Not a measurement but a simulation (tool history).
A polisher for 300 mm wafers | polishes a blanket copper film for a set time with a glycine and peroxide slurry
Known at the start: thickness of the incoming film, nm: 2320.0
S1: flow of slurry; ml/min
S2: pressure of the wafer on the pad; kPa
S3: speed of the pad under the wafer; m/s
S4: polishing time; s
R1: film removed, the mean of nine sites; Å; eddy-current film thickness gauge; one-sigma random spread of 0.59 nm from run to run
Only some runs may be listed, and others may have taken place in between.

Run 1, hour 0: S1 155 ml/min, S2 17.2 kPa, S3 0.88 m/s, S4 21 s. Result: R1 820.84 Å.
Run 2, hour 1.6: S1 155 ml/min, S2 17.2 kPa, S3 0.88 m/s, S4 18 s. Result: R1 694.39 Å.
Run 3, hour 3.3: S1 190 ml/min, S2 17.2 kPa, S3 0.88 m/s, S4 18 s. Result: R1 704.74 Å.
Run 4, hour 10: S1 190 ml/min, S2 17.2 kPa, S3 0.88 m/s, S4 21 s. Result: R1 840.41 Å.
Run 5, hour 17.6: S1 185 ml/min, S2 15.9 kPa, S3 0.88 m/s, S4 21 s. Result: R1 779.82 Å.
Run 6, hour 19.5: S1 185 ml/min, S2 15.9 kPa, S3 0.76 m/s, S4 21 s. Result: R1 703.05 Å.
Run 7, hour 21.8: S1 185 ml/min, S2 15.2 kPa, S3 0.76 m/s, S4 21 s. Result: R1 681.48 Å.

Run 8, settings as shown, results not yet in. Your forecast:
Run 8, hour 24.9: S1 185 ml/min, S2 14.5 kPa, S3 0.76 m/s, S4 21 s. Result: R1 ?.

{"run 8": {"R1": 659.06}}

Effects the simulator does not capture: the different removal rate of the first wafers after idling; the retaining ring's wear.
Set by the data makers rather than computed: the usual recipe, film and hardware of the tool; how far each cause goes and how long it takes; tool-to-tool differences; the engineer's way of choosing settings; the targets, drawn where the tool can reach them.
